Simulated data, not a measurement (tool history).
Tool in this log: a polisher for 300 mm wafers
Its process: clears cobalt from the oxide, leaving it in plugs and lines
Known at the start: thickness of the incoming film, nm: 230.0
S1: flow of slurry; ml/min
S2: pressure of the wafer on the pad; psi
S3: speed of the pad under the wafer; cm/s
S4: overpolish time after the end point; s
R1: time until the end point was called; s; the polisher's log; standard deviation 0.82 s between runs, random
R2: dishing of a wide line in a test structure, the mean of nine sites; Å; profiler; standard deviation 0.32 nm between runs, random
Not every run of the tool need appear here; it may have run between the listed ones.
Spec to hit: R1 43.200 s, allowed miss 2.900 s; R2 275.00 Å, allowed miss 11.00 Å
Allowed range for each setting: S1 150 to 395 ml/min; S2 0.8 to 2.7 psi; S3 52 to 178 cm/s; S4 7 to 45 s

run 1 hour=0.0 | S1=250 S2=1.7 S3=114 S4=23 | R1=58.018 R2=432.62
run 2 hour=6.1 | S1=250 S2=1.7 S3=114 S4=19 | R1=59.008 R2=400.55
run 3 hour=7.5 | S1=245 S2=1.8 S3=114 S4=16 | R1=56.366 R2=386.99
run 4 hour=12.4 | S1=245 S2=1.8 S3=114 S4=12 | R1=53.960 R2=331.74
run 5 hour=19.4 | S1=245 S2=1.8 S3=114 S4=7 | R1=54.181 R2=234.27
run 6 hour=24.5 | S1=245 S2=1.8 S3=114 S4=14 | R1=54.606 R2=363.00
run 7 hour=26.5 | S1=245 S2=1.8 S3=114 S4=14 | R1=54.022 R2=367.57
run 8 hour=32.3 | S1=265 S2=1.8 S3=120 S4=13 | R1=53.181 R2=350.31
run 9 hour=38.9 | S1=240 S2=1.8 S3=124 S4=12 | R1=50.887 R2=343.51
run 10 hour=45.8 | S1=275 S2=1.8 S3=126 S4=11 | R1=49.804 R2=330.76
run 11 hour=50.3 | S1=250 S2=1.7 S3=132 S4=10 | R1=50.467 R2=316.05
run 12 hour=53.1 | S1=255 S2=1.7 S3=130 S4=9 | R1=50.943 R2=293.76
run 13 hour=57.3 | S1=250 S2=1.6 S3=138 S4=9 | R1=49.995 R2=291.53
run 14 hour=57.9 | S1=235 S2=1.6 S3=144 S4=9 | R1=49.860 R2=295.75
run 15 hour=65.8 | S1=220 S2=1.6 S3=152 S4=9 | R1=47.232 R2=305.47
run 16 hour=70.5 | S1=230 S2=1.5 S3=158 S4=9 | R1=48.393 R2=305.35
run 17 hour=76.0 | S1=160 S2=2.0 S3=126 S4=7 | R1=46.618 R2=257.86
run 18 hour=78.0 | S1=165 S2=2.0 S3=126 S4=7 | R1=46.265 R2=259.68
run 19 hour=83.8 | S1=170 S2=2.0 S3=126 S4=7 | R1=44.381 R2=262.62
run 20 hour=91.7 | S1=175 S2=2.0 S3=126 S4=7 | R1=45.992 R2=260.83
run 21 hour=99.1 | S1=180 S2=2.0 S3=126 S4=7 | R1=45.931 R2=259.78
run 22 hour=104.2 | S1=185 S2=2.0 S3=126 S4=7 | R1=46.626 R2=265.11

Which of these 4 next moves meets every target?
run A hour=109.3 | S1=170 S2=2.0 S3=136 S4=7 | R1=? R2=?
run B hour=109.3 | S1=215 S2=2.4 S3=136 S4=7 | R1=? R2=?
run C hour=109.3 | S1=165 S2=2.5 S3=124 S4=7 | R1=? R2=?
run D hour=109.3 | S1=170 S2=2.2 S3=146 S4=7 | R1=? R2=?

move=A R1=42.361 R2=277.18
move=B R1=34.901 R2=313.11
move=C R1=37.343 R2=300.45
move=D R1=36.018 R2=307.20
A: each result inside its tolerance
B: takes the result that was furthest off past its target
C: takes the result that was furthest off past its target
D: takes the result that was furthest off past its target
The move that meets every target is A.

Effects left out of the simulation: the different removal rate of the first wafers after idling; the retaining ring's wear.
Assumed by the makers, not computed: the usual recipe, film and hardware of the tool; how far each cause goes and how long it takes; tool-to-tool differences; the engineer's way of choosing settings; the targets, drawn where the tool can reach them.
